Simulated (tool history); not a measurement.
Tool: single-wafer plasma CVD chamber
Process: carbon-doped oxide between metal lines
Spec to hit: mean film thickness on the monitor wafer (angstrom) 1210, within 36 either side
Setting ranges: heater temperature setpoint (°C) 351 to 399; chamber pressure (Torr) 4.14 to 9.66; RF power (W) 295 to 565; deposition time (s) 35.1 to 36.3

| run | day | heater temperature setpoint (°C) | chamber pressure (Torr) | RF power (W) | deposition time (s) | mean film thickness on the monitor wafer (angstrom) |
|---|---|---|---|---|---|---|
| 1 | 0 | 375 | 6.9 | 430 | 35.1 | 1425.5 |
| 2 | 0.35 | 375 | 6.02 | 430 | 35.1 | 1403.9 |
| 3 | 0.588 | 375 | 6.02 | 375 | 35.1 | 1264.6 |
| 4 | 0.638 | 375 | 6.02 | 375 | 35.1 | 1268.8 |
| 5 | 0.954 | 375 | 5.98 | 370 | 35.1 | 1252.4 |
| 6 | 1.2 | 375 | 5.98 | 320 | 35.1 | 1111.9 |
| 7 | 1.35 | 375 | 5.99 | 325 | 35.1 | 1123.2 |
| 8 | 1.717 | 375 | 5.99 | 330 | 35.1 | 1134.9 |
| 9 | 1.758 | 375 | 5.99 | 335 | 35.1 | 1152.7 |
| 10 | 1.858 | 375 | 6 | 340 | 35.1 | 1168.2 |
| 11 | 2.058 | 375 | 6 | 340 | 35.1 | 1167.7 |

Which single option among these 4 for the next run brings every result within its allowed miss of target? Just one does.
| A | 2.258 | 378 | 6.47 | 355 | 35.1 | ? |
| B | 2.258 | 377 | 5.9 | 320 | 35.1 | ? |
| C | 2.258 | 379 | 6.27 | 320 | 35.1 | ? |
| D | 2.258 | 377 | 6.19 | 380 | 36.3 | ? |

| move | mean film thickness on the monitor wafer (angstrom) |
|---|---|
| A | 1209.6 |
| B | 1101 |
| C | 1105.3 |
| D | 1316.2 |
A: each result inside its tolerance
B: misses by more than the last run did
C: misses by more than the last run did
D: carries the result that was furthest off beyond its target, to the other side
Correct choice: A, which meets every target

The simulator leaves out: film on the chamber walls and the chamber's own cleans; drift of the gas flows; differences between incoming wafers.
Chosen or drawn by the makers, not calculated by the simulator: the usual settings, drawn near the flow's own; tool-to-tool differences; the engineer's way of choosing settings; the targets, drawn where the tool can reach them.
